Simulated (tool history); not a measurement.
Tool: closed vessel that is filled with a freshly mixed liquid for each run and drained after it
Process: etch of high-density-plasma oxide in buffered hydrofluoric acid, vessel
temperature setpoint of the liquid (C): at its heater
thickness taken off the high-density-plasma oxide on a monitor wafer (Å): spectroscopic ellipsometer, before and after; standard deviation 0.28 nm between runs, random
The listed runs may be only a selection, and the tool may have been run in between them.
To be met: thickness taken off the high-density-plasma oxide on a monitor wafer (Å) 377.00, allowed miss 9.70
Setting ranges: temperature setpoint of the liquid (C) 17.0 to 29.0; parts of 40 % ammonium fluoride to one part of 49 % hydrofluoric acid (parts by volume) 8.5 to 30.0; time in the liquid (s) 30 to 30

run	hour	temperature setpoint of the liquid (C)	parts of 40 % ammonium fluoride to one part of 49 % hydrofluoric acid (parts by volume)	time in the liquid (s)	thickness taken off the high-density-plasma oxide on a monitor wafer (Å)
1	0.0	21.0	23.0	30	149.38
2	0.9	22.5	23.0	30	160.71
3	6.0	19.5	23.0	30	135.81
4	8.2	19.5	23.0	30	135.59
5	13.1	22.5	23.0	30	158.41
# hour 19.4: thermometer replaced
6	19.4	25.5	23.0	30	215.83
7	21.5	26.0	21.5	30	231.89
8	28.0	26.5	20.5	30	243.17
9	36.2	27.0	19.0	30	269.77
10	44.0	27.0	19.0	30	269.78
11	46.6	27.5	18.0	30	293.58
12	48.8	27.5	17.5	30	304.92
13	55.8	27.5	17.0	30	312.05
14	62.1	27.5	16.5	30	322.54
15	65.0	29.0	14.0	30	402.54

Pick the move, out of 5, that brings all results within their allowed miss; only one does.
A	67.9	28.0	12.5	30	?
B	67.9	29.0	12.5	30	?
C	67.9	29.0	13.5	30	?
D	67.9	26.0	13.0	30	?
E	67.9	27.5	12.5	30	?

move	thickness taken off the high-density-plasma oxide on a monitor wafer (Å)
A	434.96
B	458.64
C	425.39
D	376.10
E	423.53
A: its largest miss is bigger than the last run's
B: its largest miss is bigger than the last run's
C: its largest miss is bigger than the last run's
D: in spec on every target
E: its largest miss is bigger than the last run's
D is the move that brings every result within its allowed miss.

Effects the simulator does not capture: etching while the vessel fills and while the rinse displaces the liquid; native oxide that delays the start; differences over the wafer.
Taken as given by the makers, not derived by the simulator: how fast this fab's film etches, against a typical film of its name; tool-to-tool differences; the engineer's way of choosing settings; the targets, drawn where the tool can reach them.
